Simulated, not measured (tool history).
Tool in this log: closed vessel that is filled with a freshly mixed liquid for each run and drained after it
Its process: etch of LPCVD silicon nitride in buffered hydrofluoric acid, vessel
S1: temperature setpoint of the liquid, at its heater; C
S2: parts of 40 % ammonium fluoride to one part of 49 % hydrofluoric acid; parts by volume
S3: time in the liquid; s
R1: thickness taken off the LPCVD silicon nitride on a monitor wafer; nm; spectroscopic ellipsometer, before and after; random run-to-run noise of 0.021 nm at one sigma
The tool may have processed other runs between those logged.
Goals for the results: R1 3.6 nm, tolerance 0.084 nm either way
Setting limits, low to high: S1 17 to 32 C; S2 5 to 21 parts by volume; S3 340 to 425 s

run	hour	S1	S2	S3	R1
1	0	25	13	425	4.4556
2	6.7	24	13	425	4.2194
3	13.1	23.5	13	425	4.1098
4	21.7	23	13	425	3.9967
5	29	22.5	13	425	3.9204
6	30.2	22.5	16	425	3.1768
7	37.4	23	16	425	3.2358
8	43.1	23.5	16	425	3.3753
9	49	24	16	425	3.4503

Which one of the following 5 next-run settings gets every result inside its allowed miss? There is exactly one.
A	54.9	25.5	17	400	?
B	54.9	25.5	18	425	?
C	54.9	23.5	14	400	?
D	54.9	24	16.5	415	?
E	54.9	25	16.5	395	?

move	R1
A	3.3159
B	3.3302
C	3.5941
D	3.2617
E	3.2808
A: further off than the last run
B: further off than the last run
C: in spec on every target
D: further off than the last run
E: further off than the last run
The move that meets every target is C.
